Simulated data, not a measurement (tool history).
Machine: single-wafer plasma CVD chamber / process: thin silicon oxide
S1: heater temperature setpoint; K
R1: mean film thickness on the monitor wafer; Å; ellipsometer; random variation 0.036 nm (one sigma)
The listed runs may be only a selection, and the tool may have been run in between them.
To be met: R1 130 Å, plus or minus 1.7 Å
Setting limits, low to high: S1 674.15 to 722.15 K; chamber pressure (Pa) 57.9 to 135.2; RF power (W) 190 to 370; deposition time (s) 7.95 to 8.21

run 1 hour=0 | S1=698.15 chamber_pressure_(Pa)=96.5 RF_power_(W)=280 deposition_time_(s)=7.95 | R1=106.77
run 2 hour=3.2 | S1=698.15 chamber_pressure_(Pa)=86.5 RF_power_(W)=280 deposition_time_(s)=7.95 | R1=97.144
run 3 hour=5.8 | S1=698.15 chamber_pressure_(Pa)=91.2 RF_power_(W)=280 deposition_time_(s)=7.95 | R1=102.25
run 4 hour=10.3 | S1=702.15 chamber_pressure_(Pa)=91.2 RF_power_(W)=280 deposition_time_(s)=7.95 | R1=101.17
run 5 hour=16.7 | S1=702.15 chamber_pressure_(Pa)=107.2 RF_power_(W)=280 deposition_time_(s)=7.95 | R1=115.54
run 6 hour=17.3 | S1=700.15 chamber_pressure_(Pa)=108.9 RF_power_(W)=280 deposition_time_(s)=7.95 | R1=117.69
run 7 hour=21.8 | S1=699.15 chamber_pressure_(Pa)=110.7 RF_power_(W)=280 deposition_time_(s)=7.95 | R1=119.34
run 8 hour=29.4 | S1=699.15 chamber_pressure_(Pa)=112.3 RF_power_(W)=280 deposition_time_(s)=7.95 | R1=120.27
run 9 hour=38 | S1=699.15 chamber_pressure_(Pa)=113.7 RF_power_(W)=280 deposition_time_(s)=7.95 | R1=121.58
run 10 hour=38.7 | S1=699.15 chamber_pressure_(Pa)=115.1 RF_power_(W)=280 deposition_time_(s)=7.95 | R1=122.86
run 11 hour=46.8 | S1=699.15 chamber_pressure_(Pa)=116.1 RF_power_(W)=280 deposition_time_(s)=7.95 | R1=123.32
run 12 hour=54.5 | S1=699.15 chamber_pressure_(Pa)=117.2 RF_power_(W)=280 deposition_time_(s)=7.95 | R1=124.07
run 13 hour=63.3 | S1=699.15 chamber_pressure_(Pa)=118.1 RF_power_(W)=280 deposition_time_(s)=7.95 | R1=124.94
run 14 hour=71.3 | S1=699.15 chamber_pressure_(Pa)=118.9 RF_power_(W)=280 deposition_time_(s)=7.95 | R1=125.52
run 15 hour=79.8 | S1=699.15 chamber_pressure_(Pa)=119.7 RF_power_(W)=280 deposition_time_(s)=7.95 | R1=125.78

Which single option among these 4 for the next run brings every result within its allowed miss of target? Just one does.
run A hour=88.3 | S1=700.15 chamber_pressure_(Pa)=129.1 RF_power_(W)=265 deposition_time_(s)=7.95 | R1=?
run B hour=88.3 | S1=695.15 chamber_pressure_(Pa)=114.3 RF_power_(W)=275 deposition_time_(s)=7.95 | R1=?
run C hour=88.3 | S1=722.15 chamber_pressure_(Pa)=126.8 RF_power_(W)=255 deposition_time_(s)=7.95 | R1=?
run D hour=88.3 | S1=696.15 chamber_pressure_(Pa)=119.6 RF_power_(W)=265 deposition_time_(s)=7.95 | R1=?

move=A R1=130.75
move=B R1=121.76
move=C R1=125.37
move=D R1=124.12
A: all results in spec
B: its largest miss is bigger than the last run's
C: its largest miss is bigger than the last run's
D: its largest miss is bigger than the last run's
Move A is the one to make.
